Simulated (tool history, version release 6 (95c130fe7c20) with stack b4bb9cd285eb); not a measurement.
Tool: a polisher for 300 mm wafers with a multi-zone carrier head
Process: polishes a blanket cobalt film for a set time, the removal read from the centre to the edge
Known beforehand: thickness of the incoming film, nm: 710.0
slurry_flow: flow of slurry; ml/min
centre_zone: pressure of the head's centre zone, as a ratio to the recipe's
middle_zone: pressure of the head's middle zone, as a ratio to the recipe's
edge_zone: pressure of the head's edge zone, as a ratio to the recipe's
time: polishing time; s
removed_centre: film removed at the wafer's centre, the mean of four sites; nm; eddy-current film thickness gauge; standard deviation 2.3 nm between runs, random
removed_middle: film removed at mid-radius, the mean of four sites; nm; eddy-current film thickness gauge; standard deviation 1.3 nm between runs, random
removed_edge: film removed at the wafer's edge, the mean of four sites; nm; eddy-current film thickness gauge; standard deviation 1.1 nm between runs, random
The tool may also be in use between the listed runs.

run 1 day=0 | slurry_flow=215 centre_zone=1 middle_zone=1 edge_zone=1 time=44 | removed_centre=219.46 removed_middle=222.82 removed_edge=229.62
run 2 day=0.204 | slurry_flow=215 centre_zone=1 middle_zone=1.07 edge_zone=1 time=44 | removed_centre=217.33 removed_middle=239.38 removed_edge=225.66
run 3 day=0.325 | slurry_flow=210 centre_zone=0.99 middle_zone=1.07 edge_zone=0.97 time=42 | removed_centre=210.51 removed_middle=224.85 removed_edge=212.13
run 4 day=0.529 | slurry_flow=205 centre_zone=0.97 middle_zone=1.08 edge_zone=0.95 time=40 | removed_centre=191.76 removed_middle=218.76 removed_edge=200.1
run 5 day=0.767 | slurry_flow=205 centre_zone=0.97 middle_zone=1.08 edge_zone=0.95 time=44 | removed_centre=210.66 removed_middle=240.72 removed_edge=222.48
run 6 day=1.012 | slurry_flow=205 centre_zone=0.97 middle_zone=1.08 edge_zone=0.94 time=42 | removed_centre=198.15 removed_middle=227.81 removed_edge=207.16
run 7 day=1.383 | slurry_flow=205 centre_zone=0.97 middle_zone=1.08 edge_zone=0.94 time=42 | removed_centre=203.16 removed_middle=227.97 removed_edge=208.28
run 8 day=1.629 | slurry_flow=200 centre_zone=0.96 middle_zone=1.08 edge_zone=0.92 time=40 | removed_centre=197.39 removed_middle=220.09 removed_edge=194.44
run 9 day=1.925 | slurry_flow=195 centre_zone=0.94 middle_zone=1.07 edge_zone=0.91 time=39 | removed_centre=181.55 removed_middle=208.27 removed_edge=190.07
run 10 day=2.167 | slurry_flow=190 centre_zone=0.93 middle_zone=1.07 edge_zone=0.89 time=38 | removed_centre=171.41 removed_middle=202.67 removed_edge=182.96
run 11 day=2.425 | slurry_flow=185 centre_zone=0.93 middle_zone=1.07 edge_zone=0.88 time=37 | removed_centre=167.8 removed_middle=198.69 removed_edge=176.16
run 12 day=2.738 | slurry_flow=180 centre_zone=0.93 middle_zone=1.06 edge_zone=0.87 time=37 | removed_centre=167.13 removed_middle=196.73 removed_edge=177.4
run 13 day=2.971 | slurry_flow=180 centre_zone=0.93 middle_zone=1.06 edge_zone=0.86 time=36 | removed_centre=165.46 removed_middle=190.21 removed_edge=169.26
run 14 day=3.183 | slurry_flow=180 centre_zone=0.93 middle_zone=1.06 edge_zone=0.86 time=36 | removed_centre=160.14 removed_middle=190.94 removed_edge=169.97

For run 15, what comes out?
run 15 day=3.312 | slurry_flow=175 centre_zone=0.94 middle_zone=1.05 edge_zone=0.85 time=36 | removed_centre=? removed_middle=? removed_edge=?

{"run 15": {"removed_centre": 161.86, "removed_middle": 188.63, "removed_edge": 167.41}}

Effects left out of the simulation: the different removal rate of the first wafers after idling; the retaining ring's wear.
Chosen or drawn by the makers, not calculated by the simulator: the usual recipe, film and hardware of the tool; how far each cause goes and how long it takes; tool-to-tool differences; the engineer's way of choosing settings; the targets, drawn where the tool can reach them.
